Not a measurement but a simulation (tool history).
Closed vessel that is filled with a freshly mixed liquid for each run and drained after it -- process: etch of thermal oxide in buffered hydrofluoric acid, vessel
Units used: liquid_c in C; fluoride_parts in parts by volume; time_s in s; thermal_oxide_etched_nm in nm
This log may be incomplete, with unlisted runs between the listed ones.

run	hour	liquid_c	fluoride_parts	time_s	thermal_oxide_etched_nm
1	0	22	20	135	66.55
2	9.1	22	20	135	67.5
3	12.8	23.5	20	135	73.914
4	13.7	23.5	16	135	92.806
5	20	22.5	17.5	135	78.766
6	23.9	19	17.5	135	65.008
7	31.3	17	24	135	44.769
8	34.2	17	24.5	135	43.427
9	35.8	17	25	135	44.573
10	42.8	17	25.5	135	43.339

What will run 11 give?
11	43.9	17	26	135	?

Run 11 produced thermal_oxide_etched_nm 41.64 nm.

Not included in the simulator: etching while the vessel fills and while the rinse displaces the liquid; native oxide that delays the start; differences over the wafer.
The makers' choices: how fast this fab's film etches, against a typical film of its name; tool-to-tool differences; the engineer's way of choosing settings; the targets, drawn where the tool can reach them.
